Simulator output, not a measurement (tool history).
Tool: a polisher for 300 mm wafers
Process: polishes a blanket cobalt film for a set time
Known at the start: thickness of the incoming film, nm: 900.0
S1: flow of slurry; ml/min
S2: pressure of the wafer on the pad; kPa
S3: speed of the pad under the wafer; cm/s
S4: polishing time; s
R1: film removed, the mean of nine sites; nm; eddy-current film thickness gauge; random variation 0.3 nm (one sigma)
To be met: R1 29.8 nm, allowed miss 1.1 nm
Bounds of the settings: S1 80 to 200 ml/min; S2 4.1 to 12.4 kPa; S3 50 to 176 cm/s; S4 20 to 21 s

run  hour   S1   S2   S3  S4      R1
  1     0  130  8.3  112  21  77.121
  2   1.8  130  8.3  132  21  92.145
  3   7.2  130  8.3  132  21  90.945
  4  11.6  110  8.3  132  21  89.272
  5  12.9  110  6.9  110  21  63.448
  6  15.8  110  6.2   94  21  49.031
  7  23.9  110  5.5   86  21  39.308
  8  25.9  110  4.8   84  21  34.596
  9    33  110  4.8   82  21  33.404
 10    37  110  4.8   82  21  33.673

5 next moves are on the table. One of them brings every result within its allowed miss. Which?
  A    41  115  4.1  78  20   ?
  B    41  130  4.8  66  20   ?
  C    41  110  4.1  76  21   ?
  D    41  125  4.1  76  21   ?
  E    41  110  6.2  60  20   ?

move      R1
   A  26.743
   B  26.868
   C  27.205
   D  27.735
   E  30.436
A: takes the result that was furthest off past its target
B: takes the result that was furthest off past its target
C: takes the result that was furthest off past its target
D: takes the result that was furthest off past its target
E: meets every target
The right move is E.

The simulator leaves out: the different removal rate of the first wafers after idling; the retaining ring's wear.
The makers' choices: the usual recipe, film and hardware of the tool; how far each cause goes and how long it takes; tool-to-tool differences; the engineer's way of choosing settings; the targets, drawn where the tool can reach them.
